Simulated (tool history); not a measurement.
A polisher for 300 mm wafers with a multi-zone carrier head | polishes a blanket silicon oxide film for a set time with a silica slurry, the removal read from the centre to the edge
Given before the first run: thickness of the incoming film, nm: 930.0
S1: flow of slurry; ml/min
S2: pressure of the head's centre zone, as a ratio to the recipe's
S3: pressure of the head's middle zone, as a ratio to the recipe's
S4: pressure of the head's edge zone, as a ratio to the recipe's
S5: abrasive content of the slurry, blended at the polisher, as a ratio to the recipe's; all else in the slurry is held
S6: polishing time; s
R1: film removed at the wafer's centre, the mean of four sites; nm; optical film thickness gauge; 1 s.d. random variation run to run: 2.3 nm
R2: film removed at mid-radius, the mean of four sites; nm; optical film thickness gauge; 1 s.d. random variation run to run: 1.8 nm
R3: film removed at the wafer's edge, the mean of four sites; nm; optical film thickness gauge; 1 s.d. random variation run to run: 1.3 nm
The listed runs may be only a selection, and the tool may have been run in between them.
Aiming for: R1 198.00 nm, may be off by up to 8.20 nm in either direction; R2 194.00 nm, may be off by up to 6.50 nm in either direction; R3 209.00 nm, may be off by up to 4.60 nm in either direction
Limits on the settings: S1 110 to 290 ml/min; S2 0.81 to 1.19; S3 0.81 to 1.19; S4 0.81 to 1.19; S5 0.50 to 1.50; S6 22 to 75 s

{"run": 1, "day": 0.0, "S1": 185, "S2": 1.0, "S3": 1.0, "S4": 1.0, "S5": 1.0, "S6": 48, "R1": 164.89, "R2": 163.75, "R3": 164.68}
{"run": 2, "day": 0.071, "S1": 195, "S2": 1.0, "S3": 1.0, "S4": 1.04, "S5": 1.05, "S6": 48, "R1": 165.41, "R2": 162.98, "R3": 170.81}
{"run": 3, "day": 0.333, "S1": 195, "S2": 1.0, "S3": 0.94, "S4": 1.04, "S5": 1.05, "S6": 48, "R1": 164.78, "R2": 155.97, "R3": 169.43}
{"run": 4, "day": 0.525, "S1": 195, "S2": 1.0, "S3": 0.94, "S4": 0.97, "S5": 1.05, "S6": 48, "R1": 161.93, "R2": 155.52, "R3": 164.94}
{"run": 5, "day": 0.596, "S1": 195, "S2": 1.0, "S3": 0.94, "S4": 0.97, "S5": 1.2, "S6": 48, "R1": 171.58, "R2": 160.18, "R3": 171.71}
{"run": 6, "day": 0.9, "S1": 165, "S2": 1.0, "S3": 0.94, "S4": 0.97, "S5": 1.2, "S6": 48, "R1": 167.86, "R2": 157.56, "R3": 168.69}
{"run": 7, "day": 0.971, "S1": 215, "S2": 1.05, "S3": 1.04, "S4": 1.07, "S5": 1.4, "S6": 48, "R1": 188.27, "R2": 185.4, "R3": 189.97}
{"run": 8, "day": 1.058, "S1": 220, "S2": 1.05, "S3": 1.04, "S4": 1.09, "S5": 1.4, "S6": 48, "R1": 185.64, "R2": 189.25, "R3": 188.95}
{"run": 9, "day": 1.146, "S1": 220, "S2": 1.05, "S3": 1.02, "S4": 1.1, "S5": 1.4, "S6": 49, "R1": 194.89, "R2": 183.74, "R3": 194.9}
{"run": 10, "day": 1.2, "S1": 225, "S2": 1.04, "S3": 1.03, "S4": 1.12, "S5": 1.4, "S6": 49, "R1": 192.24, "R2": 190.27, "R3": 199.01}
{"run": 11, "day": 1.492, "S1": 230, "S2": 1.04, "S3": 1.03, "S4": 1.13, "S5": 1.4, "S6": 49, "R1": 192.14, "R2": 191.88, "R3": 198.29}
{"run": 12, "day": 1.812, "S1": 230, "S2": 1.04, "S3": 1.02, "S4": 1.14, "S5": 1.4, "S6": 49, "R1": 194.86, "R2": 187.96, "R3": 202.08}

Consider the 4 candidate settings below. Which is the only one whose results all fall within their allowed miss of target?
{"run": "A", "day": 2.133, "S1": 205, "S2": 1.05, "S3": 1.01, "S4": 1.06, "S5": 1.2, "S6": 51, "R1": "?", "R2": "?", "R3": "?"}
{"run": "B", "day": 2.133, "S1": 225, "S2": 0.98, "S3": 0.91, "S4": 1.16, "S5": 1.5, "S6": 50, "R1": "?", "R2": "?", "R3": "?"}
{"run": "C", "day": 2.133, "S1": 220, "S2": 1.03, "S3": 1.0, "S4": 1.13, "S5": 1.3, "S6": 52, "R1": "?", "R2": "?", "R3": "?"}
{"run": "D", "day": 2.133, "S1": 235, "S2": 1.04, "S3": 1.03, "S4": 1.13, "S5": 1.45, "S6": 47, "R1": "?", "R2": "?", "R3": "?"}

move=A R1=188.92 R2=185.68 R3=190.12
move=B R1=188.71 R2=179.90 R3=210.15
move=C R1=195.79 R2=193.73 R3=206.22
move=D R1=185.65 R2=186.64 R3=193.35
A: further off than the last run
B: gets the furthest-off result to its target, but another result is out of tolerance
C: all results in spec
D: further off than the last run
Answer: C
